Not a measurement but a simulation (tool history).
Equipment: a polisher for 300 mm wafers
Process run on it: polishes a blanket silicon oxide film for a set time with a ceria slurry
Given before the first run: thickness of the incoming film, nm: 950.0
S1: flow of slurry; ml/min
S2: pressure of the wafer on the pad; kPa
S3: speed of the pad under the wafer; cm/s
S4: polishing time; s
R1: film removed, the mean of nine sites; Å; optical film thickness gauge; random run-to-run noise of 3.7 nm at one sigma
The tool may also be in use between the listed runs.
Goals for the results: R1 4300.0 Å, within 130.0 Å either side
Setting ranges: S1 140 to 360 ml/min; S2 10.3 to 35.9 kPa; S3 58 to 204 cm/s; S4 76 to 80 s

run  hour   S1    S2   S3  S4      R1
  1   0.0  230  22.8  130  76  5336.1
  2   4.2  230  22.1  130  76  5320.7
  3   4.8  230  21.4  130  76  5166.4
  4   6.2  230  21.4  130  76  5218.7
  5   7.2  230  20.7  130  76  5123.1
  6  14.0  185  20.7  130  76  5019.7
  7  17.1  185  20.7  130  76  4956.5
  8  24.1  185  20.0  130  76  4905.4

Pick the move, out of 5, that brings all results within their allowed miss; only one does.
  A  31.1  150  23.4  102  76   ?
  B  31.1  165  19.3  108  79   ?
  C  31.1  195  17.9  112  76   ?
  D  31.1  260  20.7   98  76   ?
  E  31.1  235  17.2  120  76   ?

move      R1
   A  4022.4
   B  4008.0
   C  3932.7
   D  3887.5
   E  4220.2
A: takes the result that was furthest off past its target
B: takes the result that was furthest off past its target
C: takes the result that was furthest off past its target
D: takes the result that was furthest off past its target
E: all results in spec
The move that meets every target is E.
